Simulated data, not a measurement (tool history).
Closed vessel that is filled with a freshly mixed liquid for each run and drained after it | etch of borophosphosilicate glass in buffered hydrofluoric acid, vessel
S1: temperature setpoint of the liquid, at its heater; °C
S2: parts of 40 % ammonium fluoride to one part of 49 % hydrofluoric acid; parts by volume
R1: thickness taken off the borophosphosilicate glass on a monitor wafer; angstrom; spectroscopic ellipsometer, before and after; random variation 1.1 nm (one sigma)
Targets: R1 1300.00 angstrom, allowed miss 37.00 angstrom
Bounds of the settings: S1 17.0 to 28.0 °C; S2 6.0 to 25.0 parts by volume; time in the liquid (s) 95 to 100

{"run": 1, "hour": 0.0, "S1": 20.0, "S2": 15.5, "time in the liquid (s)": 95, "R1": 953.13}
{"run": 2, "hour": 3.9, "S1": 18.0, "S2": 15.5, "time in the liquid (s)": 95, "R1": 858.13}
{"run": 3, "hour": 7.2, "S1": 19.0, "S2": 15.5, "time in the liquid (s)": 95, "R1": 908.45}
{"run": 4, "hour": 11.1, "S1": 19.5, "S2": 15.5, "time in the liquid (s)": 95, "R1": 922.38}
{"run": 5, "hour": 16.2, "S1": 20.0, "S2": 15.5, "time in the liquid (s)": 95, "R1": 960.8}
{"run": 6, "hour": 23.8, "S1": 18.0, "S2": 15.5, "time in the liquid (s)": 95, "R1": 846.47}
{"run": 7, "hour": 27.4, "S1": 18.0, "S2": 15.5, "time in the liquid (s)": 95, "R1": 851.16}
{"run": 8, "hour": 34.7, "S1": 19.0, "S2": 15.5, "time in the liquid (s)": 95, "R1": 895.81}
{"run": 9, "hour": 39.3, "S1": 23.0, "S2": 15.0, "time in the liquid (s)": 95, "R1": 1155.8}
{"run": 10, "hour": 43.1, "S1": 24.0, "S2": 15.0, "time in the liquid (s)": 95, "R1": 1201.5}

4 next moves are on the table. One of them brings every result within its allowed miss. Which?
{"run": "A", "hour": 46.9, "S1": 21.5, "S2": 16.0, "time in the liquid (s)": 100, "R1": "?"}
{"run": "B", "hour": 46.9, "S1": 23.0, "S2": 16.0, "time in the liquid (s)": 100, "R1": "?"}
{"run": "C", "hour": 46.9, "S1": 26.0, "S2": 16.5, "time in the liquid (s)": 100, "R1": "?"}
{"run": "D", "hour": 46.9, "S1": 21.0, "S2": 15.5, "time in the liquid (s)": 100, "R1": "?"}

move=A R1=1052.60
move=B R1=1142.60
move=C R1=1303.10
move=D R1=1056.70
A: further off than the last run
B: further off than the last run
C: meets every target
D: further off than the last run
Move C is the one to make.
